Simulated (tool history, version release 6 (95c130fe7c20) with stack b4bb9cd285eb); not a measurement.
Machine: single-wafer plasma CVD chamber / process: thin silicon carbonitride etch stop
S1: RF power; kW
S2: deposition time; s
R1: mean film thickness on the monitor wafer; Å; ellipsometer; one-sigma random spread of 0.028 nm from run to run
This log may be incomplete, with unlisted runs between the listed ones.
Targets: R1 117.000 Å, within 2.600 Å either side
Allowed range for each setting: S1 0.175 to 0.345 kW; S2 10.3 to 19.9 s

run,hour,S1,S2,R1
1,0.0,0.260,15.1,93.048
2,3.8,0.280,16.0,100.570
3,9.7,0.280,14.7,92.468
4,12.0,0.295,15.7,99.945
5,14.7,0.270,15.7,98.073
6,19.9,0.280,16.5,104.160
7,27.2,0.290,17.0,108.200
8,31.0,0.295,17.3,110.400

Of the 4 settings listed for the next run, only one would bring every result within its allowed miss of target. Which one?
A,34.8,0.315,19.4,?
B,34.8,0.275,18.5,?
C,34.8,0.335,16.8,?
D,34.8,0.310,17.0,?

move,R1
A,126.640
B,116.520
C,111.480
D,110.500
A: takes the result that was furthest off past its target
B: meets every target
C: an improvement on the last run, though not all results are within tolerance
D: no better and no worse than the last run
Correct choice: B, which meets every target
